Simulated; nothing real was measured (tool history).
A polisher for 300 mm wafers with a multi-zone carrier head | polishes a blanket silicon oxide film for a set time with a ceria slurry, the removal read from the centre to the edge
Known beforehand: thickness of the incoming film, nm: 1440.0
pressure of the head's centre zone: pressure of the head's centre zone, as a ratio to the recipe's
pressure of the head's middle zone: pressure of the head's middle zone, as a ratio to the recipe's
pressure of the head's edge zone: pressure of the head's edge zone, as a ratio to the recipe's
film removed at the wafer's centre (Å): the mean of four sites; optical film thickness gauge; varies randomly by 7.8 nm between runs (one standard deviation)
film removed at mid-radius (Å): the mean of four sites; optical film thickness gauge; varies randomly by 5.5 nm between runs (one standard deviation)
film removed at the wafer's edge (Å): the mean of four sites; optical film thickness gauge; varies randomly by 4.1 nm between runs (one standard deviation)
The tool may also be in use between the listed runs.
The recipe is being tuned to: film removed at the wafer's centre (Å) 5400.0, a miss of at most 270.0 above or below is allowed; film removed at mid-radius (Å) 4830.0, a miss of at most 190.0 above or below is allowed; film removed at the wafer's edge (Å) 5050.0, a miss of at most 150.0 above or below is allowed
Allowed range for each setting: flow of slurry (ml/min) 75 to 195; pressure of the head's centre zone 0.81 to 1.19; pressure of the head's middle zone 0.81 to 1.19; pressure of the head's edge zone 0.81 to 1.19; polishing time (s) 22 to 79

run    day  flow of slurry (ml/min)  pressure of the head's centre zone  pressure of the head's middle zone  pressure of the head's edge zone  polishing time (s)  film removed at the wafer's centre (Å)  film removed at mid-radius (Å)  film removed at the wafer's edge (Å)
  1  0.000                      125                                1.00                                1.00                              1.00                  50                                  3277.0                          3590.9                                3619.9
  2  0.146                      125                                1.00                                1.00                              1.00                  58                                  3806.1                          4150.1                                4276.4
  3  0.421                      125                                1.00                                1.00                              1.00                  49                                  3211.1                          3566.4                                3555.4
  4  0.500                      125                                1.00                                1.00                              1.00                  56                                  3655.7                          4053.6                                4024.6
  5  0.533                      125                                1.00                                0.93                              1.00                  56                                  3629.2                          3852.0                                4068.6
  6  0.621                      125                                1.00                                0.93                              1.06                  56                                  3659.2                          3860.8                                4168.8
  7  0.812                      130                                1.02                                0.94                              1.07                  57                                  3774.8                          3980.9                                4317.9
  8  0.871                      135                                1.04                                0.94                              1.06                  58                                  4002.5                          4064.6                                4390.0
  9  1.104                      140                                1.06                                0.95                              1.06                  59                                  4305.6                          4264.7                                4503.1
 10  1.217                      145                                1.07                                0.95                              1.07                  59                                  4248.4                          4186.2                                4559.5
 11  1.421                      150                                1.09                                0.96                              1.07                  60                                  4452.6                          4309.5                                4593.5
 12  1.742                      155                                1.10                                0.97                              1.07                  61                                  4696.2                          4511.8                                4734.4
 13  1.771                      160                                1.11                                0.97                              1.07                  61                                  4623.5                          4494.0                                4761.0
 14  1.912                      160                                1.12                                0.97                              1.07                  62                                  4784.0                          4602.0                                4791.7
 15  1.950                      160                                1.13                                0.97                              1.07                  62                                  4796.4                          4537.9                                4826.4
 16  2.092                      165                                1.14                                0.97                              1.07                  62                                  4971.8                          4554.9                                4841.4
 17  2.192                      165                                1.15                                0.97                              1.07                  62                                  4974.2                          4624.2                                4836.9
 18  2.375                      165                                1.16                                0.97                              1.07                  62                                  5011.4                          4677.2                                4892.1
     2.675  -- centre zone pressure recalibrated
 19  2.675                      175                                1.18                                0.96                              1.06                  63                                  5555.4                          4600.1                                4943.0

Which single option among these 4 for the next run brings every result within its allowed miss of target? Just one does.
  A  2.975                      165                                1.12                                0.88                              1.10                  63                                       ?                               ?                                     ?
  B  2.975                      170                                1.15                                0.99                              1.12                  63                                       ?                               ?                                     ?
  C  2.975                      175                                1.15                                0.92                              1.11                  61                                       ?                               ?                                     ?
  D  2.975                      125                                1.10                                0.87                              1.11                  66                                       ?                               ?                                     ?

move  film removed at the wafer's centre (Å)  film removed at mid-radius (Å)  film removed at the wafer's edge (Å)
   A                                  5238.4                          4251.7                                4966.2
   B                                  5413.7                          4713.2                                5022.4
   C                                  5266.7                          4311.6                                4861.7
   D                                  5079.6                          4188.9                                5037.0
A: the biggest miss grows against the last run
B: each result inside its tolerance
C: the biggest miss grows against the last run
D: the biggest miss grows against the last run
Move B is the one to make.
